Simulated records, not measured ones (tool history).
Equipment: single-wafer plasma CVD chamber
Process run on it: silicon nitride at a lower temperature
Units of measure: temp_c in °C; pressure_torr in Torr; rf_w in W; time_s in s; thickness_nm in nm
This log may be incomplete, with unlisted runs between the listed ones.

run,day,temp_c,pressure_torr,rf_w,time_s,thickness_nm
1,0,345,1.15,305,26.1,30.274
2,0.279,345,1.15,305,27,31.394
3,0.529,345,1.11,300,27,30.9
4,0.729,345,1.07,295,27,30.027
5,1.029,354,1.07,295,27,30.065
6,1.15,364,1.07,295,27,29.832
7,1.175,364,1.04,290,27,28.88
8,1.533,364,1,290,27,28.611
9,1.829,364,0.97,290,27,28.253
10,1.904,364,0.94,290,27,27.799

Expected results for the next run?
11,2.125,364,0.92,290,27,?

{"run 11": {"thickness_nm": 27.425}}
